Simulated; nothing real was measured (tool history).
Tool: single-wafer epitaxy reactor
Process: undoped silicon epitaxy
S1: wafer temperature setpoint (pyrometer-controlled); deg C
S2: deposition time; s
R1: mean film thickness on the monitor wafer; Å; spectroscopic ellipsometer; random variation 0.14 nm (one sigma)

run 1 hour=0.0 | S1=640 S2=327 | R1=450.87
run 2 hour=1.7 | S1=640 S2=310 | R1=428.46
run 3 hour=7.8 | S1=636 S2=310 | R1=388.30
run 4 hour=11.7 | S1=645 S2=310 | R1=487.06
run 5 hour=18.1 | S1=643 S2=310 | R1=458.77
run 6 hour=26.4 | S1=643 S2=336 | R1=502.83
run 7 hour=29.0 | S1=641 S2=336 | R1=477.03
run 8 hour=37.0 | S1=640 S2=336 | R1=465.63
run 9 hour=45.6 | S1=639 S2=336 | R1=451.98
run 10 hour=51.9 | S1=638 S2=336 | R1=442.41
run 11 hour=53.1 | S1=637 S2=336 | R1=429.09

The next listed run, before its measurement:
run 12 hour=59.6 | S1=636 S2=336 | R1=?

{"run 12": {"R1": 417.75}}

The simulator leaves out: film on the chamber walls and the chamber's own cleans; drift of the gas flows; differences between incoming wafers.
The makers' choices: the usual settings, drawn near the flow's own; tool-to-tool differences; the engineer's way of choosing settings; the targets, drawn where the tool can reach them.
